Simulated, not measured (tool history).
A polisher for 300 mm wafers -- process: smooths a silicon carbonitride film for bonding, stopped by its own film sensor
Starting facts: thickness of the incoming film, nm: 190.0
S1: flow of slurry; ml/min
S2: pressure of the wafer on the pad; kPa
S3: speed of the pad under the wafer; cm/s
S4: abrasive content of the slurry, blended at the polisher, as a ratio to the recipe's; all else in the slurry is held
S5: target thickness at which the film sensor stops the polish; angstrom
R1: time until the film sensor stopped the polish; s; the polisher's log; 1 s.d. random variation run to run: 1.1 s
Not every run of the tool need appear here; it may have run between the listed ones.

run,day,S1,S2,S3,S4,S5,R1
1,0,185,13.8,72,1,1770,63.443
2,0.196,185,13.8,72,1.1,1770,61.194
3,0.379,185,13.8,72,1.1,1770,61.294
4,0.65,185,13.1,72,1.1,1770,66.064
5,0.908,185,12.4,72,1.1,1770,66.689
6,1.154,185,12.4,90,1.1,1770,60.006
7,1.3,185,11.7,88,1.1,1770,64.191
8,1.633,185,11,86,1.1,1770,68.483
9,1.846,170,6.9,66,1.1,1770,125.32

Run 10 comes next. What will it give?
10,2.142,185,6.9,66,1.1,1770,?

For run 10 the tool returned R1 124.06 s.
